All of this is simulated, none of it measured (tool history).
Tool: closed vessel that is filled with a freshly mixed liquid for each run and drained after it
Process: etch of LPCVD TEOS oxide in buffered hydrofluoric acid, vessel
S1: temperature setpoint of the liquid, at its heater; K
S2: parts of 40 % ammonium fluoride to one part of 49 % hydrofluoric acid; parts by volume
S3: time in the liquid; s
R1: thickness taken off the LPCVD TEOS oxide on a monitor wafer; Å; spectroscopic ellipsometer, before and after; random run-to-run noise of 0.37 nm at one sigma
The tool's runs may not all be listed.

{"run": 1, "hour": 0.0, "S1": 297.15, "S2": 10.0, "S3": 95, "R1": 1590.5}
{"run": 2, "hour": 4.1, "S1": 295.15, "S2": 10.5, "S3": 95, "R1": 1362.1}
{"run": 3, "hour": 8.7, "S1": 298.65, "S2": 10.5, "S3": 95, "R1": 1657.8}
{"run": 4, "hour": 14.4, "S1": 301.15, "S2": 10.5, "S3": 95, "R1": 1912.6}
{"run": 5, "hour": 18.0, "S1": 297.65, "S2": 11.0, "S3": 95, "R1": 1497.0}
{"run": 6, "hour": 18.8, "S1": 295.15, "S2": 11.0, "S3": 95, "R1": 1309.9}
{"run": 7, "hour": 24.0, "S1": 293.65, "S2": 11.0, "S3": 95, "R1": 1204.2}
{"run": 8, "hour": 27.1, "S1": 292.65, "S2": 11.0, "S3": 95, "R1": 1135.0}
{"run": 9, "hour": 32.3, "S1": 291.65, "S2": 11.0, "S3": 95, "R1": 1077.6}
{"run": 10, "hour": 40.1, "S1": 290.15, "S2": 12.0, "S3": 95, "R1": 908.91}

Estimate the outcome of run 11 from the log above:
{"run": 11, "hour": 41.7, "S1": 290.15, "S2": 12.0, "S3": 95, "R1": "?"}

Run 11 measured R1 903.88 Å.

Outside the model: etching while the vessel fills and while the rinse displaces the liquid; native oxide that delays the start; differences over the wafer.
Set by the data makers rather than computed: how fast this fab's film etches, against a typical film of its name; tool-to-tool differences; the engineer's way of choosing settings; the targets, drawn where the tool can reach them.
